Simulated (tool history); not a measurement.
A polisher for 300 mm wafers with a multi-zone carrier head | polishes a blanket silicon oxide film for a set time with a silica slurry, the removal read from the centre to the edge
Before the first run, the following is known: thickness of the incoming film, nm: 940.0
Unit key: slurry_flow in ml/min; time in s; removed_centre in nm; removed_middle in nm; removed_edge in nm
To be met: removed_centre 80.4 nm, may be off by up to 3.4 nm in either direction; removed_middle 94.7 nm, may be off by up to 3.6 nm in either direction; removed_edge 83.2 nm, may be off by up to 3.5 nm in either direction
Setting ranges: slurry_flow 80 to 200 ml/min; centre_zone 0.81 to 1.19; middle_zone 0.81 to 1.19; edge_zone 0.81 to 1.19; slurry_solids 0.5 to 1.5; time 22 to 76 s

Run 1, day 0: slurry_flow 130 ml/min, centre_zone 1, middle_zone 1, edge_zone 1, slurry_solids 1, time 49 s. Result: removed_centre 95.128 nm, removed_middle 93.667 nm, removed_edge 95.177 nm.
Run 2, day 0.15: slurry_flow 140 ml/min, centre_zone 1, middle_zone 1, edge_zone 1, slurry_solids 1, time 49 s. Result: removed_centre 95.702 nm, removed_middle 96.957 nm, removed_edge 94.76 nm.
Run 3, day 0.175: slurry_flow 140 ml/min, centre_zone 1, middle_zone 1, edge_zone 1, slurry_solids 1, time 42 s. Result: removed_centre 81.967 nm, removed_middle 82.561 nm, removed_edge 82.271 nm.
Run 4, day 0.371: slurry_flow 140 ml/min, centre_zone 1, middle_zone 1, edge_zone 1, slurry_solids 1, time 50 s. Result: removed_centre 97.438 nm, removed_middle 99.616 nm, removed_edge 98.902 nm.
Run 5, day 0.725: slurry_flow 165 ml/min, centre_zone 1, middle_zone 1, edge_zone 1, slurry_solids 1, time 50 s. Result: removed_centre 101.15 nm, removed_middle 101.22 nm, removed_edge 98.831 nm.
At day 1.071: worn pad replaced by a new one.
Run 6, day 1.071: slurry_flow 165 ml/min, centre_zone 1, middle_zone 1, edge_zone 0.97, slurry_solids 1, time 50 s. Result: removed_centre 110.66 nm, removed_middle 110.81 nm, removed_edge 105.83 nm.
Run 7, day 1.167: slurry_flow 160 ml/min, centre_zone 1, middle_zone 1.02, edge_zone 0.98, slurry_solids 1, time 50 s. Result: removed_centre 109.5 nm, removed_middle 109.59 nm, removed_edge 104.84 nm.
Run 8, day 1.425: slurry_flow 160 ml/min, centre_zone 0.99, middle_zone 1.03, edge_zone 0.98, slurry_solids 0.95, time 50 s. Result: removed_centre 106.43 nm, removed_middle 107.4 nm, removed_edge 102.41 nm.
Run 9, day 1.775: slurry_flow 160 ml/min, centre_zone 0.98, middle_zone 1.05, edge_zone 0.99, slurry_solids 0.9, time 49 s. Result: removed_centre 99.51 nm, removed_middle 106.07 nm, removed_edge 97.592 nm.
Run 10, day 2.133: slurry_flow 155 ml/min, centre_zone 0.98, middle_zone 1.06, edge_zone 1, slurry_solids 0.85, time 49 s. Result: removed_centre 96.612 nm, removed_middle 99.451 nm, removed_edge 96.433 nm.

Consider the 4 candidate settings below. Which is the only one whose results all fall within their allowed miss of target?
Run A, day 2.492: slurry_flow 140 ml/min, centre_zone 1.03, middle_zone 1.06, edge_zone 1, slurry_solids 0.9, time 49 s. Result: removed_centre ?, removed_middle ?, removed_edge ?.
Run B, day 2.492: slurry_flow 165 ml/min, centre_zone 0.92, middle_zone 1.14, edge_zone 0.96, slurry_solids 0.95, time 41 s. Result: removed_centre ?, removed_middle ?, removed_edge ?.
Run C, day 2.492: slurry_flow 150 ml/min, centre_zone 0.97, middle_zone 1.02, edge_zone 0.99, slurry_solids 0.7, time 51 s. Result: removed_centre ?, removed_middle ?, removed_edge ?.
Run D, day 2.492: slurry_flow 140 ml/min, centre_zone 1.07, middle_zone 0.99, edge_zone 1.13, slurry_solids 0.75, time 48 s. Result: removed_centre ?, removed_middle ?, removed_edge ?.

move  removed_centre  removed_middle  removed_edge
   A          99.979          101.85        96.762
   B          79.214          94.449        83.214
   C          85.532          90.257        87.142
   D           91.58          86.015         90.74
A: its largest miss is bigger than the last run's
B: each result inside its tolerance
C: nearer than the last run, and not there yet
D: nearer than the last run, and not there yet
B is the move that brings every result within its allowed miss.
